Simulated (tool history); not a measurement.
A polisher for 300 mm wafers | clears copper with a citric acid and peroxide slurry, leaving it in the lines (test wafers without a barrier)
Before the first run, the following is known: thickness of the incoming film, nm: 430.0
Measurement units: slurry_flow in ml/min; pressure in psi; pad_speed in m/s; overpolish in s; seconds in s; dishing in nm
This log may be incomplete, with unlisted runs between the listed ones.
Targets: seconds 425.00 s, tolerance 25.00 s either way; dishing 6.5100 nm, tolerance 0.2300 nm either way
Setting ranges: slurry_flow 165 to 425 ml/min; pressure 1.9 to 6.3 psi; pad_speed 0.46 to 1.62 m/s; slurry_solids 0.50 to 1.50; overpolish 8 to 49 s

run,hour,slurry_flow,pressure,pad_speed,slurry_solids,overpolish,seconds,dishing
1,0.0,275,4.1,1.04,1.00,25,148.89,40.1820
2,0.9,275,4.1,1.04,0.80,25,160.83,37.5160
3,2.4,235,3.3,0.84,0.70,19,257.97,19.9820
4,7.0,235,3.3,0.84,0.60,19,262.97,19.2580
5,11.8,210,2.8,0.76,0.55,15,360.28,11.4520
6,13.1,195,2.6,0.78,0.55,13,376.68,9.7072
7,22.0,185,2.5,0.80,0.55,11,377.31,7.9840
8,29.8,180,2.4,0.80,0.55,11,405.21,7.7117
9,33.2,180,2.3,0.82,0.55,10,407.60,6.9487
10,39.6,175,2.3,0.82,0.55,10,394.42,6.9914
11,47.8,175,1.9,0.82,0.55,10,478.86,5.9299
12,52.6,190,2.0,0.84,0.55,9,444.22,5.5651
13,54.9,185,2.1,0.82,0.55,9,436.90,5.6102
14,61.6,180,2.2,0.80,0.55,9,425.93,5.7935

4 candidate next runs follow, results not yet known. Just one meets every target within its allowed miss. Identify it.
A,68.3,165,2.2,0.74,0.65,9,?,?
B,68.3,165,2.0,0.76,0.50,12,?,?
C,68.3,225,2.7,0.60,0.65,10,?,?
D,68.3,165,2.0,1.04,0.60,9,?,?

move,seconds,dishing
A,431.73,5.6906
B,497.28,6.5527
C,423.41,6.4374
D,350.01,6.9651
A: moves away from the targets compared with the last run
B: the furthest-off result lands on target, but another misses its tolerance
C: every result within its allowed miss
D: takes the result that was furthest off past its target
So the answer is move C, the one that meets all the targets.
